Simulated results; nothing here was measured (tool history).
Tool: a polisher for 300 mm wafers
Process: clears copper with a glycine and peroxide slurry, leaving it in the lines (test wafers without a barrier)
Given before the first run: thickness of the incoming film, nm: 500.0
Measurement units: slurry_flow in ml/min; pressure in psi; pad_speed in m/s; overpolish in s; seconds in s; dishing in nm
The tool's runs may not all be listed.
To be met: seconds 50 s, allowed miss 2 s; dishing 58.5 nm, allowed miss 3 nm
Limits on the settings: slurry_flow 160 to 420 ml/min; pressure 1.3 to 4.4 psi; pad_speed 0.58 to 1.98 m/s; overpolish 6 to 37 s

run 1 hour=0 | slurry_flow=270 pressure=2.8 pad_speed=1.28 overpolish=19 | seconds=75.269 dishing=55.971
run 2 hour=2.3 | slurry_flow=270 pressure=2.8 pad_speed=1.46 overpolish=19 | seconds=70.894 dishing=60.004
run 3 hour=6.7 | slurry_flow=270 pressure=2.2 pad_speed=1.46 overpolish=19 | seconds=86.721 dishing=53.273
run 4 hour=15.5 | slurry_flow=270 pressure=2.2 pad_speed=1.16 overpolish=19 | seconds=97.348 dishing=51.882
run 5 hour=18.4 | slurry_flow=270 pressure=2.8 pad_speed=1.2 overpolish=17 | seconds=77.574 dishing=53.945
run 6 hour=25.3 | slurry_flow=270 pressure=3.2 pad_speed=1.22 overpolish=15 | seconds=68.882 dishing=54.631
run 7 hour=25.9 | slurry_flow=270 pressure=3.5 pad_speed=1.24 overpolish=14 | seconds=64.557 dishing=54.722
run 8 hour=32.5 | slurry_flow=270 pressure=3.8 pad_speed=1.26 overpolish=13 | seconds=58.858 dishing=55.468
run 9 hour=40.2 | slurry_flow=270 pressure=4 pad_speed=1.26 overpolish=13 | seconds=57.321 dishing=55.867
run 10 hour=47.9 | slurry_flow=270 pressure=4.1 pad_speed=1.3 overpolish=13 | seconds=53.078 dishing=56.676
run 11 hour=52.4 | slurry_flow=270 pressure=4.2 pad_speed=1.3 overpolish=13 | seconds=52.149 dishing=58.336

Next run, 4 choices. One meets every target within its allowed miss, the rest don't. Which?
run A hour=56.9 | slurry_flow=270 pressure=4.1 pad_speed=1.48 overpolish=12 | seconds=? dishing=?
run B hour=56.9 | slurry_flow=325 pressure=4.4 pad_speed=1.48 overpolish=11 | seconds=? dishing=?
run C hour=56.9 | slurry_flow=315 pressure=4.4 pad_speed=1.28 overpolish=10 | seconds=? dishing=?
run D hour=56.9 | slurry_flow=280 pressure=4.2 pad_speed=1.16 overpolish=21 | seconds=? dishing=?

move=A seconds=49.339 dishing=57.624
move=B seconds=45.675 dishing=57.51
move=C seconds=49.717 dishing=52.642
move=D seconds=55.116 dishing=68.912
A: meets every target
B: takes the biggest miss from the last run beyond its target
C: the furthest-off result lands on target, but another misses its tolerance
D: misses by more than the last run did
Correct choice: A, which meets every target
